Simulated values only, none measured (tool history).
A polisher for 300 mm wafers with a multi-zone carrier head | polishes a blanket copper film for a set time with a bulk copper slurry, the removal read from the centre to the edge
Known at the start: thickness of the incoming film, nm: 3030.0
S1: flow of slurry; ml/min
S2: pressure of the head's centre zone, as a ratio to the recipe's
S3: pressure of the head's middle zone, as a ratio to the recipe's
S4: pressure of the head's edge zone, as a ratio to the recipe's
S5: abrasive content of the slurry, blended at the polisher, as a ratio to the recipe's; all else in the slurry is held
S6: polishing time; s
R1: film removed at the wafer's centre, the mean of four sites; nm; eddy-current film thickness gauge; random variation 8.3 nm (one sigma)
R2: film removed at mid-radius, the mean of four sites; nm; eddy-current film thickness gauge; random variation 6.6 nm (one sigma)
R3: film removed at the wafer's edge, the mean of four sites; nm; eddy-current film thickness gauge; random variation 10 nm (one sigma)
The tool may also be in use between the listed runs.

run	hour	S1	S2	S3	S4	S5	S6	R1	R2	R3
1	0.0	310	1.00	1.00	1.00	1.00	74	541.18	551.39	522.61
2	2.5	310	0.99	1.00	1.02	1.05	76	557.74	564.87	559.25
3	11.3	310	0.99	1.02	1.04	1.10	76	561.53	590.42	569.75
4	13.0	310	1.04	1.02	1.04	1.10	76	592.41	584.56	549.20
5	18.3	310	1.04	1.08	1.04	1.10	76	591.05	610.56	559.91
6	26.4	310	1.04	1.04	1.04	1.10	76	591.03	586.68	557.09
7	27.6	295	0.94	1.05	1.14	1.35	85	621.90	688.80	675.27
8	30.6	295	0.94	1.05	1.15	1.35	85	633.57	701.58	655.10

Run 9 comes next. What will it give?
9	31.4	295	0.93	1.04	1.15	1.35	86	?	?	?

R1: 618.91 nm
R2: 687.21 nm
R3: 686.80 nm
